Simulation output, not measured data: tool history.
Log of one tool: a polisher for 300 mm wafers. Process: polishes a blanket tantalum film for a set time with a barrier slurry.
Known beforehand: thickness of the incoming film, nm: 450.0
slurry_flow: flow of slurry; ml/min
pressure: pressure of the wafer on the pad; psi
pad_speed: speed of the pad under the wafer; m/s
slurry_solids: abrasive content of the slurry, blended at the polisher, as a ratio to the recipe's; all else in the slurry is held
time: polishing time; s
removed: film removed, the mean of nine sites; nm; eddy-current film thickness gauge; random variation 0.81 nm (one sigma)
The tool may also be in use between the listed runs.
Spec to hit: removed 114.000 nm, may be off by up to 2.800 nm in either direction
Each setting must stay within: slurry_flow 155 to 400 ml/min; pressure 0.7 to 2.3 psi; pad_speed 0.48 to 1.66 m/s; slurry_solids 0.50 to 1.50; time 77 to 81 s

run 1 hour=0.0 | slurry_flow=255 pressure=1.5 pad_speed=1.06 slurry_solids=1.00 time=77 | removed=96.403
run 2 hour=7.2 | slurry_flow=200 pressure=1.5 pad_speed=1.06 slurry_solids=1.00 time=77 | removed=95.413
run 3 hour=8.7 | slurry_flow=200 pressure=1.6 pad_speed=1.06 slurry_solids=1.00 time=77 | removed=99.820
run 4 hour=12.1 | slurry_flow=205 pressure=1.6 pad_speed=1.06 slurry_solids=1.00 time=77 | removed=99.489
run 5 hour=16.2 | slurry_flow=205 pressure=1.6 pad_speed=1.06 slurry_solids=1.00 time=81 | removed=106.120
run 6 hour=19.0 | slurry_flow=205 pressure=1.6 pad_speed=1.06 slurry_solids=1.00 time=81 | removed=105.490
run 7 hour=25.4 | slurry_flow=210 pressure=1.6 pad_speed=1.06 slurry_solids=1.00 time=81 | removed=105.930
run 8 hour=33.5 | slurry_flow=210 pressure=1.6 pad_speed=1.06 slurry_solids=1.00 time=81 | removed=104.880
run 9 hour=39.4 | slurry_flow=215 pressure=1.7 pad_speed=1.06 slurry_solids=1.00 time=81 | removed=110.030

Pick the move, out of 4, that brings all results within their allowed miss; only one does.
run A hour=45.3 | slurry_flow=265 pressure=1.8 pad_speed=0.94 slurry_solids=1.25 time=77 | removed=?
run B hour=45.3 | slurry_flow=185 pressure=1.8 pad_speed=1.08 slurry_solids=0.95 time=79 | removed=?
run C hour=45.3 | slurry_flow=350 pressure=1.7 pad_speed=1.16 slurry_solids=1.10 time=79 | removed=?
run D hour=45.3 | slurry_flow=225 pressure=2.2 pad_speed=0.96 slurry_solids=0.85 time=80 | removed=?

move=A removed=109.340
move=B removed=108.750
move=C removed=122.100
move=D removed=113.600
A: further off than the last run
B: further off than the last run
C: moves the result that the last run missed by most past its target, out the other side
D: all results in spec
D meets every target.
